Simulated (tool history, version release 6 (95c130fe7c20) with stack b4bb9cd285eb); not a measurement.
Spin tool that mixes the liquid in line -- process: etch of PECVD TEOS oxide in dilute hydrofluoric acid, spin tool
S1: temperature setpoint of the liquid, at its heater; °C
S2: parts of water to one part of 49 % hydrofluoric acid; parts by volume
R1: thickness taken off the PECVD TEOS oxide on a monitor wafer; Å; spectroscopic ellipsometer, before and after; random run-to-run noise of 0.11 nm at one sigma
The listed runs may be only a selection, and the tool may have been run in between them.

run 1 day=0 | S1=24 S2=135 time_under_the_liquid_(s)=55 | R1=93.737
run 2 day=0.1 | S1=26 S2=130 time_under_the_liquid_(s)=55 | R1=104.29
run 3 day=0.383 | S1=24.5 S2=130 time_under_the_liquid_(s)=55 | R1=99.181
run 4 day=0.696 | S1=26 S2=125 time_under_the_liquid_(s)=55 | R1=109.76
run 5 day=1.071 | S1=26 S2=125 time_under_the_liquid_(s)=35 | R1=69.908
run 6 day=1.242 | S1=25.5 S2=100 time_under_the_liquid_(s)=35 | R1=89.049
run 7 day=1.408 | S1=29.5 S2=65 time_under_the_liquid_(s)=35 | R1=167.5

Estimate the outcome of run 8 from the log above:
run 8 day=1.633 | S1=29 S2=65 time_under_the_liquid_(s)=35 | R1=?

Run 8 came out at R1 164.65 Å.

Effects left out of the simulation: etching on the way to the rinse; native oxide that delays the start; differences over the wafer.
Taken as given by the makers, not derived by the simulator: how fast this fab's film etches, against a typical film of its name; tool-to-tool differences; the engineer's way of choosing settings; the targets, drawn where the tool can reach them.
